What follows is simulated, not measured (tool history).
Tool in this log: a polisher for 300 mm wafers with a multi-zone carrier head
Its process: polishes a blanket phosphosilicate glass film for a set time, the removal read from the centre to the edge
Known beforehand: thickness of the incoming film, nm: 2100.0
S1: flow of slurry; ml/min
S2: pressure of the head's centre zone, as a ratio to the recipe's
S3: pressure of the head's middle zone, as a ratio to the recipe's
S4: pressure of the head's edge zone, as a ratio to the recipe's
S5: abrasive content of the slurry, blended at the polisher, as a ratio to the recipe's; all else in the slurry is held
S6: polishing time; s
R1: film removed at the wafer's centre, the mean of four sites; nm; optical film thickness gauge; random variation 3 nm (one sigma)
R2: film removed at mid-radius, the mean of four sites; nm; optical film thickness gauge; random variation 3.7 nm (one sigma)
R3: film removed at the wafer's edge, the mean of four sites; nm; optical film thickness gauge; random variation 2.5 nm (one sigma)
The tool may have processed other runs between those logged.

run  hour   S1    S2    S3    S4    S5  S6      R1      R2      R3
  1     0  205     1     1     1     1  58  304.32  311.76  309.86
  2   5.4  200  0.99  0.98  0.98  0.95  58  294.58  283.93  290.18
  3   8.6  200  0.99   0.9  0.98  0.95  58   293.8  271.08  293.66
  4    12  195  0.98   0.9  0.97  0.95  58  283.77  275.01  295.24
  5  19.5  195  0.98   0.9  0.97  0.95  49  247.75  228.31  245.55
  6  27.3  195  0.98  0.93  0.97  0.95  49  249.64  231.01  245.87
  7  35.9  200  0.98  0.93  0.98  0.95  49  245.23  236.62  250.84
  8  41.8  205  0.99  0.93  0.99  0.95  49  248.63  239.09  250.22
  9  45.9  205     1  0.93     1  0.95  49  252.78  233.56  252.51
 10  53.3  210     1  0.94  1.01  0.95  49  253.27  237.03   252.4

Estimate the outcome of run 11 from the log above:
 11  61.5  210   1  0.94  1.02  0.95  49   ?   ?   ?

{"run 11": {"R1": 254.63, "R2": 234.21, "R3": 255.43}}
